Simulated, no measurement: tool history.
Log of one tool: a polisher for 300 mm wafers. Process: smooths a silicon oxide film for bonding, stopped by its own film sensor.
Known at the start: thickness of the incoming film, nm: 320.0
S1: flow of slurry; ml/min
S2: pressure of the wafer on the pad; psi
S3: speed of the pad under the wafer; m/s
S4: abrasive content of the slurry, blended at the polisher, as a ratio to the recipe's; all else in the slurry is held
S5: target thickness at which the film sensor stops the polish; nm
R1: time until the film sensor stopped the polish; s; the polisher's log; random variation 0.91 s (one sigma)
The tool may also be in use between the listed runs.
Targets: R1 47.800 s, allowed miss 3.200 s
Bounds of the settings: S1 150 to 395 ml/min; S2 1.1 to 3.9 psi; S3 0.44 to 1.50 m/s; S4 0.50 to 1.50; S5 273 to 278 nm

run 1 hour=0.0 | S1=250 S2=2.5 S3=0.96 S4=1.00 S5=273 | R1=66.700
run 2 hour=1.5 | S1=250 S2=2.5 S3=0.96 S4=0.80 S5=273 | R1=75.861
run 3 hour=7.6 | S1=250 S2=2.8 S3=0.98 S4=0.80 S5=273 | R1=66.633
run 4 hour=10.2 | S1=250 S2=2.8 S3=0.98 S4=0.90 S5=273 | R1=64.621
-- hour=14.9 slurry nozzle cleaned
run 5 hour=14.9 | S1=195 S2=2.8 S3=0.98 S4=0.90 S5=273 | R1=63.120
run 6 hour=15.6 | S1=160 S2=2.8 S3=0.98 S4=0.90 S5=273 | R1=66.100
run 7 hour=20.9 | S1=160 S2=3.0 S3=1.00 S4=0.90 S5=273 | R1=60.845
run 8 hour=24.6 | S1=160 S2=3.2 S3=1.02 S4=0.90 S5=273 | R1=56.133

4 next moves are on the table. One of them brings every result within its allowed miss. Which?
run A hour=28.3 | S1=175 S2=3.2 S3=1.08 S4=0.55 S5=274 | R1=?
run B hour=28.3 | S1=155 S2=3.1 S3=1.04 S4=1.00 S5=278 | R1=?
run C hour=28.3 | S1=170 S2=2.8 S3=0.94 S4=0.75 S5=273 | R1=?
run D hour=28.3 | S1=150 S2=3.1 S3=0.94 S4=0.85 S5=273 | R1=?

move=A R1=62.488
move=B R1=48.971
move=C R1=70.770
move=D R1=62.147
A: further off than the last run
B: meets every target
C: further off than the last run
D: further off than the last run
The right move is B.
